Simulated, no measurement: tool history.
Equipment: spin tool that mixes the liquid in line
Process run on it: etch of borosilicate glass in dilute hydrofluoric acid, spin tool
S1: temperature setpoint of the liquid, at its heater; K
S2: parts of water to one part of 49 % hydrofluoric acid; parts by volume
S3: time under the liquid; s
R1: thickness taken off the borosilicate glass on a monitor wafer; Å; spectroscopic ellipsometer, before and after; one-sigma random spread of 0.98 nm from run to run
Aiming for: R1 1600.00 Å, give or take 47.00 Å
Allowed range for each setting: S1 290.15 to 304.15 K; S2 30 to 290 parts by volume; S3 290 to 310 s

run	hour	S1	S2	S3	R1
1	0.0	296.15	160	290	372.90
2	2.4	296.15	160	310	401.47
3	7.6	296.15	130	310	511.57
4	14.5	296.15	130	290	471.08
5	16.5	298.15	105	295	671.86
6	23.9	299.65	90	295	852.95
7	27.3	300.65	80	295	1005.10
8	28.2	301.65	75	295	1121.30
9	30.7	302.15	70	295	1235.10
10	38.9	302.65	65	295	1361.10
11	44.1	303.15	65	295	1381.10
12	52.8	303.65	60	295	1552.30

Below are 4 possible settings for the next run. Only one of them brings all results inside the allowed miss of their targets. Which is it?
A	61.5	300.15	55	300	?
B	61.5	301.65	55	305	?
C	61.5	304.15	65	310	?
D	61.5	304.15	55	290	?

move	R1
A	1504.70
B	1623.90
C	1516.40
D	1702.70
A: the biggest miss grows against the last run
B: all results in spec
C: the biggest miss grows against the last run
D: moves the result that the last run missed by most past its target, out the other side
Correct choice: B, which meets every target
